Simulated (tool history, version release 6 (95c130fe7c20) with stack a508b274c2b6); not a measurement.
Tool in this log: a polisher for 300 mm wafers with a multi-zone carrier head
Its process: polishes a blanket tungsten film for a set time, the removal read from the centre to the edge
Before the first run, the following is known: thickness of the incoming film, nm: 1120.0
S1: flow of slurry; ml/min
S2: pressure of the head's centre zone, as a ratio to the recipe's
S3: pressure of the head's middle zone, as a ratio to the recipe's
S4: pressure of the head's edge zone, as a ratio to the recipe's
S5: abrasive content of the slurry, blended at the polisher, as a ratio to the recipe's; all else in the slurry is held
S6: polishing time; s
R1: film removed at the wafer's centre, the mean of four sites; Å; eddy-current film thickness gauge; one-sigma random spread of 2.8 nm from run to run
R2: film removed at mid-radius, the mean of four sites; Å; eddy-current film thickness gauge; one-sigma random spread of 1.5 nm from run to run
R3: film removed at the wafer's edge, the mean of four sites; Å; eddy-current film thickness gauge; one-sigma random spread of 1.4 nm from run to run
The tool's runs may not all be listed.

run 1 day=0.000 | S1=190 S2=1.00 S3=1.00 S4=1.00 S5=1.00 S6=39 | R1=1752.2 R2=1816.1 R3=1818.4
run 2 day=0.121 | S1=190 S2=1.00 S3=1.00 S4=1.00 S5=1.00 S6=43 | R1=1915.5 R2=2001.1 R3=1956.2
run 3 day=0.154 | S1=190 S2=1.00 S3=1.00 S4=1.08 S5=1.00 S6=43 | R1=1920.6 R2=1977.5 R3=2040.4
run 4 day=0.396 | S1=185 S2=1.01 S3=0.99 S4=1.06 S5=0.95 S6=43 | R1=1901.7 R2=1895.2 R3=2011.1
run 5 day=0.525 | S1=185 S2=1.01 S3=0.99 S4=1.11 S5=0.95 S6=43 | R1=1895.3 R2=1898.4 R3=2036.8
run 6 day=0.683 | S1=185 S2=1.02 S3=0.99 S4=1.09 S5=0.95 S6=43 | R1=1934.3 R2=1923.5 R3=2025.8
run 7 day=0.821 | S1=185 S2=1.03 S3=0.98 S4=1.07 S5=0.90 S6=43 | R1=1915.6 R2=1876.5 R3=1996.2
run 8 day=1.062 | S1=180 S2=1.04 S3=0.97 S4=1.05 S5=0.90 S6=43 | R1=1920.5 R2=1826.5 R3=1968.3
run 9 day=1.117 | S1=180 S2=1.04 S3=0.97 S4=1.05 S5=0.90 S6=43 | R1=1896.2 R2=1848.0 R3=1945.4
run 10 day=1.192 | S1=150 S2=1.14 S3=0.89 S4=0.95 S5=0.80 S6=43 | R1=1972.3 R2=1572.9 R3=1781.3
run 11 day=1.479 | S1=150 S2=1.14 S3=0.89 S4=0.95 S5=0.80 S6=43 | R1=1936.9 R2=1595.3 R3=1762.8
-- day=1.738 slurry nozzle cleaned
run 12 day=1.738 | S1=160 S2=1.15 S3=0.91 S4=0.94 S5=0.80 S6=43 | R1=2161.9 R2=1783.0 R3=1849.5

Run 13 comes next. What will it give?
run 13 day=2.096 | S1=145 S2=1.15 S3=0.91 S4=0.93 S5=0.80 S6=43 | R1=? R2=? R3=?

{"run 13": {"R1": 2133.9, "R2": 1751.4, "R3": 1817.7}}

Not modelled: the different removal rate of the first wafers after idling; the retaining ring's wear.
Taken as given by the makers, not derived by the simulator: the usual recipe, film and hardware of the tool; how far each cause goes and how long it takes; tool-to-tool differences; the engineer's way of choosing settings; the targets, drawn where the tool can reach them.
